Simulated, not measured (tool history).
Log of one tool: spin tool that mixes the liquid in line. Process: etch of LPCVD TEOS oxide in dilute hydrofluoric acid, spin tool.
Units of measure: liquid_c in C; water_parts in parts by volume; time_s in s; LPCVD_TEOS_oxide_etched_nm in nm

run,day,liquid_c,water_parts,time_s,LPCVD_TEOS_oxide_etched_nm
1,0.000,21.0,215,200,23.175
2,0.358,23.0,200,200,27.141
3,0.542,24.5,190,200,30.660
4,0.708,23.0,190,200,28.992
5,1.079,24.5,185,200,31.611
6,1.400,25.5,180,200,33.841
7,1.671,26.5,175,200,36.195
8,1.967,27.0,170,200,38.470
9,2.112,27.5,170,200,39.120
10,2.250,28.0,170,200,39.951
11,2.571,28.5,170,200,40.522
12,2.679,29.0,170,200,41.302

The next listed run, before its measurement:
13,2.821,29.0,165,200,?

{"run 13": {"LPCVD_TEOS_oxide_etched_nm": 42.701}}
